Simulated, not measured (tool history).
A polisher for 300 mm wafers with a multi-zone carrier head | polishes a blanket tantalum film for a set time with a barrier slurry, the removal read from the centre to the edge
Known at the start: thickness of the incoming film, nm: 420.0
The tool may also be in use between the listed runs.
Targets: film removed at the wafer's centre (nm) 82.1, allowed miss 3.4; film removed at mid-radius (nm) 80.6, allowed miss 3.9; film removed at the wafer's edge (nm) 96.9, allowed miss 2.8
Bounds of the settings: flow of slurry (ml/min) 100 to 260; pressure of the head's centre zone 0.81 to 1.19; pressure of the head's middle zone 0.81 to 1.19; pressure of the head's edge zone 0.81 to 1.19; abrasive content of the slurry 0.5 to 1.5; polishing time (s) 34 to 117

run  hour  flow of slurry (ml/min)  pressure of the head's centre zone  pressure of the head's middle zone  pressure of the head's edge zone  abrasive content of the slurry  polishing time (s)  film removed at the wafer's centre (nm)  film removed at mid-radius (nm)  film removed at the wafer's edge (nm)
  1     0                      165                                   1                                   1                                 1                               1                  75                                   72.967                           72.969                                 73.053
  2   7.3                      165                                   1                                   1                                 1                               1                  84                                   80.679                           80.198                                 81.253
  3  15.8                      170                                0.99                                0.98                              1.04                            1.05                  84                                    79.26                           80.756                                 83.805
  4    24                      205                                0.99                                0.98                              1.04                            1.05                  84                                    84.02                           83.583                                 85.876
  5  25.7                      205                                0.99                                0.98                              1.01                            1.05                  84                                    81.98                           84.994                                 84.908
  6  30.8                      205                                0.99                                0.93                              1.01                            1.05                  84                                   84.313                           78.627                                 84.425
  7  31.5                      205                                0.98                                0.92                              1.04                             1.1                  84                                   82.419                           79.777                                 86.727
     37.6  -- worn pad replaced by a new one
  8  37.6                      205                                0.98                                0.91                              1.07                            1.15                  84                                   95.569                           88.715                                 99.194

Which of these 5 next moves meets every target?
  A  43.7                      170                                0.86                                0.81                              1.19                               1                  88                                        ?                                ?                                      ?
  B  43.7                      180                                0.95                                0.94                              1.08                            1.15                  83                                        ?                                ?                                      ?
  C  43.7                      195                                0.81                                0.81                              1.15                               1                  88                                        ?                                ?                                      ?
  D  43.7                      215                                0.87                                0.82                              1.04                             1.1                  83                                        ?                                ?                                      ?
  E  43.7                      135                                1.18                                0.83                              1.09                            1.05                  85                                        ?                                ?                                      ?

move  film removed at the wafer's centre (nm)  film removed at mid-radius (nm)  film removed at the wafer's edge (nm)
   A                                   81.549                           80.921                                 104.01
   B                                   88.778                           89.906                                 96.903
   C                                   78.277                           82.372                                 103.49
   D                                   82.289                           81.252                                 95.777
   E                                   105.78                           78.028                                 94.939
A: brings the result that was furthest off to its target, and leaves another outside
B: nearer than the last run, and not there yet
C: takes the result that was furthest off past its target
D: meets every target
E: further off than the last run
Answer: D
